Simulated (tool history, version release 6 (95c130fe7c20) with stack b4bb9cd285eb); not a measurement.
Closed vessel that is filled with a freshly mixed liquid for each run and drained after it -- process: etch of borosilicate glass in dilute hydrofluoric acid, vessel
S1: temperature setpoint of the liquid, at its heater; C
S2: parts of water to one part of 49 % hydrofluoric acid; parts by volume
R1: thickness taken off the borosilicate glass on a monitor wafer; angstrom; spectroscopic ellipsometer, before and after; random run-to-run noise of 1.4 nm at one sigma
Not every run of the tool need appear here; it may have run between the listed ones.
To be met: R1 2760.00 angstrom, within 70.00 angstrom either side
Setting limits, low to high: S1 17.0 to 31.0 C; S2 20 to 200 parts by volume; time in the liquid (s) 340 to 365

{"run": 1, "hour": 0.0, "S1": 23.0, "S2": 110, "time in the liquid (s)": 340, "R1": 834.57}
{"run": 2, "hour": 8.0, "S1": 25.0, "S2": 85, "time in the liquid (s)": 340, "R1": 1215.2}
{"run": 3, "hour": 16.4, "S1": 26.5, "S2": 70, "time in the liquid (s)": 340, "R1": 1596.9}
{"run": 4, "hour": 16.9, "S1": 24.0, "S2": 70, "time in the liquid (s)": 340, "R1": 1446.3}
{"hour": 24.1, "done": "thermometer replaced"}
{"run": 5, "hour": 24.1, "S1": 22.0, "S2": 70, "time in the liquid (s)": 340, "R1": 1457.1}
{"run": 6, "hour": 29.5, "S1": 22.0, "S2": 70, "time in the liquid (s)": 340, "R1": 1451.1}
{"run": 7, "hour": 32.4, "S1": 23.5, "S2": 60, "time in the liquid (s)": 340, "R1": 1833.4}
{"run": 8, "hour": 38.2, "S1": 25.0, "S2": 55, "time in the liquid (s)": 340, "R1": 2128.9}

Below are 4 possible settings for the next run. Only one of them brings all results inside the allowed miss of their targets. Which is it?
{"run": "A", "hour": 44.0, "S1": 28.0, "S2": 50, "time in the liquid (s)": 350, "R1": "?"}
{"run": "B", "hour": 44.0, "S1": 25.5, "S2": 70, "time in the liquid (s)": 340, "R1": "?"}
{"run": "C", "hour": 44.0, "S1": 22.0, "S2": 45, "time in the liquid (s)": 360, "R1": "?"}
{"run": "D", "hour": 44.0, "S1": 24.5, "S2": 65, "time in the liquid (s)": 345, "R1": "?"}

move=A R1=2751.90
move=B R1=1680.40
move=C R1=2477.30
move=D R1=1775.60
A: each result inside its tolerance
B: misses by more than the last run did
C: closer than the last run, but not yet in spec
D: misses by more than the last run did
Go with A: it meets all targets.

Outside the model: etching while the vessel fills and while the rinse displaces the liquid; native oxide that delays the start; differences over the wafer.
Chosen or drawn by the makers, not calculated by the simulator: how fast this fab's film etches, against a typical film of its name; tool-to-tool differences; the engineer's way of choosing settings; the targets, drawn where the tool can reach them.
